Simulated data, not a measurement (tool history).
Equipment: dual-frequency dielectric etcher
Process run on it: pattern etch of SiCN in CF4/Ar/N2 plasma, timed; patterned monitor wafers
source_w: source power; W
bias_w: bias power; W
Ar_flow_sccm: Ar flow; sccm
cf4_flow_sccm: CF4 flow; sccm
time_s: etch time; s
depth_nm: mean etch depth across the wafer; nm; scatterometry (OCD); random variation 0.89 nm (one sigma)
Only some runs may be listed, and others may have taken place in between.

| run | day | source_w | bias_w | Ar_flow_sccm | cf4_flow_sccm | time_s | depth_nm |
|---|---|---|---|---|---|---|---|
| 1 | 0 | 450 | 85 | 119 | 58 | 123 | 109.31 |
| 2 | 0.042 | 410 | 85 | 119 | 58 | 123 | 99.805 |
| 3 | 0.333 | 430 | 85 | 119 | 58 | 123 | 105.16 |
| 4 | 0.583 | 430 | 85 | 133 | 58 | 123 | 104.53 |
| 5 | 0.746 | 450 | 85 | 133 | 58 | 123 | 107.73 |
| 6 | 1.05 | 470 | 85 | 133 | 58 | 123 | 112.24 |
| 7 | 1.392 | 480 | 85 | 133 | 58 | 123 | 113.52 |
| 8 | 1.688 | 490 | 85 | 133 | 58 | 123 | 118.14 |
| 9 | 1.875 | 500 | 85 | 133 | 58 | 123 | 120.55 |

What does the tool deliver on the next run?
| 10 | 1.921 | 510 | 85 | 133 | 58 | 123 | ? |

depth_nm: 122.29 nm

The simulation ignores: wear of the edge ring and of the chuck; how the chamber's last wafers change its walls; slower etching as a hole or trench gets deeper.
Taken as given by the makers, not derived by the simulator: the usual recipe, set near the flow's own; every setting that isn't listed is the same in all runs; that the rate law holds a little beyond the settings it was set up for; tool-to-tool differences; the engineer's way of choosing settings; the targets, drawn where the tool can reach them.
